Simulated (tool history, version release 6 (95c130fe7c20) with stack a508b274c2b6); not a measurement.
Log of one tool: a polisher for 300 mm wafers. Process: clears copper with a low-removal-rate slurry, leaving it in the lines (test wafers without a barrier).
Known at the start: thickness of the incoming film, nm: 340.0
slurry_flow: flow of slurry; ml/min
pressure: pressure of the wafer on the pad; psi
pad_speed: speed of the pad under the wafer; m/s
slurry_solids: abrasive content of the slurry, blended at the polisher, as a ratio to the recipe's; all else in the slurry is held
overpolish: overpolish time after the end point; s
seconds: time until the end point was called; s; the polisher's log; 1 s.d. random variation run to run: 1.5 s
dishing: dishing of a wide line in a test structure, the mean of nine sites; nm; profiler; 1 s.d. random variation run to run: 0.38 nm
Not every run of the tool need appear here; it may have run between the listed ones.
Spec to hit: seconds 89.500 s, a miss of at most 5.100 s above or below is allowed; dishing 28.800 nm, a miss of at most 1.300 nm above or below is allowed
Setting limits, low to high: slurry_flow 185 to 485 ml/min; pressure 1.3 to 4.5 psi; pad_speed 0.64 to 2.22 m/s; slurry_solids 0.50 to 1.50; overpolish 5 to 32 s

Run 1, hour 0.0: slurry_flow 310 ml/min, pressure 2.9 psi, pad_speed 1.42 m/s, slurry_solids 1.00, overpolish 16 s. Result: seconds 79.487 s, dishing 44.921 nm.
Run 2, hour 5.9: slurry_flow 310 ml/min, pressure 2.9 psi, pad_speed 1.26 m/s, slurry_solids 1.00, overpolish 16 s. Result: seconds 91.710 s, dishing 41.709 nm.
Run 3, hour 13.6: slurry_flow 270 ml/min, pressure 2.9 psi, pad_speed 1.26 m/s, slurry_solids 1.00, overpolish 16 s. Result: seconds 88.126 s, dishing 40.446 nm.
Run 4, hour 21.4: slurry_flow 270 ml/min, pressure 2.4 psi, pad_speed 1.26 m/s, slurry_solids 1.00, overpolish 16 s. Result: seconds 107.400 s, dishing 34.215 nm.
Run 5, hour 24.6: slurry_flow 265 ml/min, pressure 2.5 psi, pad_speed 1.28 m/s, slurry_solids 1.00, overpolish 14 s. Result: seconds 100.930 s, dishing 32.001 nm.
Run 6, hour 26.4: slurry_flow 260 ml/min, pressure 2.6 psi, pad_speed 1.30 m/s, slurry_solids 1.00, overpolish 13 s. Result: seconds 97.455 s, dishing 31.441 nm.
Run 7, hour 29.6: slurry_flow 255 ml/min, pressure 2.6 psi, pad_speed 1.30 m/s, slurry_solids 1.00, overpolish 12 s. Result: seconds 99.576 s, dishing 29.282 nm.
Run 8, hour 34.1: slurry_flow 270 ml/min, pressure 2.9 psi, pad_speed 1.32 m/s, slurry_solids 1.00, overpolish 9 s. Result: seconds 85.409 s, dishing 25.452 nm.

Exactly one of the 5 candidate moves below puts every result within its allowed miss. Which one?
Run A, hour 38.6: slurry_flow 290 ml/min, pressure 2.6 psi, pad_speed 1.42 m/s, slurry_solids 1.10, overpolish 9 s. Result: seconds ?, dishing ?.
Run B, hour 38.6: slurry_flow 355 ml/min, pressure 3.5 psi, pad_speed 0.96 m/s, slurry_solids 0.90, overpolish 8 s. Result: seconds ?, dishing ?.
Run C, hour 38.6: slurry_flow 280 ml/min, pressure 2.8 psi, pad_speed 1.24 m/s, slurry_solids 1.25, overpolish 11 s. Result: seconds ?, dishing ?.
Run D, hour 38.6: slurry_flow 265 ml/min, pressure 2.8 psi, pad_speed 1.16 m/s, slurry_solids 0.95, overpolish 9 s. Result: seconds ?, dishing ?.
Run E, hour 38.6: slurry_flow 195 ml/min, pressure 2.6 psi, pad_speed 1.30 m/s, slurry_solids 1.00, overpolish 9 s. Result: seconds ?, dishing ?.

move  seconds  dishing
   A   88.851   24.424
   B   92.349   21.421
   C   90.648   28.772
   D  100.490   21.921
   E  100.690   21.819
A: further off than the last run
B: further off than the last run
C: each result inside its tolerance
D: further off than the last run
E: further off than the last run
C meets every target.
